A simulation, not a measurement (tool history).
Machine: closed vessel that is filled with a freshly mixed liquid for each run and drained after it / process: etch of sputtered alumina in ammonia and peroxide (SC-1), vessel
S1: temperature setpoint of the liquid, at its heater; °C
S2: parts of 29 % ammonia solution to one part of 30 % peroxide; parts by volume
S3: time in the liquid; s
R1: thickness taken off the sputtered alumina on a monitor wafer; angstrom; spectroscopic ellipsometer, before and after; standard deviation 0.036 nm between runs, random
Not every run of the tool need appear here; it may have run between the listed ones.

| run | hour | S1 | S2 | S3 | R1 |
|---|---|---|---|---|---|
| 1 | 0 | 48 | 0.55 | 175 | 68.469 |
| 2 | 2 | 48.5 | 0.55 | 175 | 70.021 |
| 3 | 4.7 | 48.5 | 0.65 | 175 | 71.434 |
| 4 | 10.4 | 48.5 | 0.65 | 175 | 71.407 |
| 5 | 19.3 | 48.5 | 0.65 | 115 | 46.6 |
| 6 | 23.7 | 51 | 0.65 | 115 | 53.813 |
| 7 | 25.9 | 53.5 | 0.55 | 120 | 62.959 |
| 8 | 34.6 | 56 | 0.55 | 120 | 72.241 |
| 9 | 43.1 | 57 | 0.55 | 120 | 76.42 |
| 10 | 48.2 | 57.5 | 0.55 | 120 | 78.25 |

What does the tool deliver on the next run?
| 11 | 56.9 | 58 | 0.55 | 120 | ? |

{"run 11": {"R1": 79.948}}
